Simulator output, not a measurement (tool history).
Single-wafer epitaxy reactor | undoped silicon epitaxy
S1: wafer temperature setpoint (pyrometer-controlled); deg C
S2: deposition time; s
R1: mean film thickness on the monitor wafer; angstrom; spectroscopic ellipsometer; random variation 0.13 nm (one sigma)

{"run": 1, "hour": 0.0, "S1": 650, "S2": 202, "R1": 367.99}
{"run": 2, "hour": 3.0, "S1": 650, "S2": 188, "R1": 343.38}
{"run": 3, "hour": 8.7, "S1": 650, "S2": 209, "R1": 379.88}
{"run": 4, "hour": 14.9, "S1": 650, "S2": 182, "R1": 330.5}
{"run": 5, "hour": 17.7, "S1": 650, "S2": 207, "R1": 378.88}
{"run": 6, "hour": 25.2, "S1": 656, "S2": 207, "R1": 433.59}
{"run": 7, "hour": 29.3, "S1": 651, "S2": 206, "R1": 387.14}

Predict the results of run 8:
{"run": 8, "hour": 33.0, "S1": 647, "S2": 206, "R1": "?"}

{"run 8": {"R1": 346.47}}
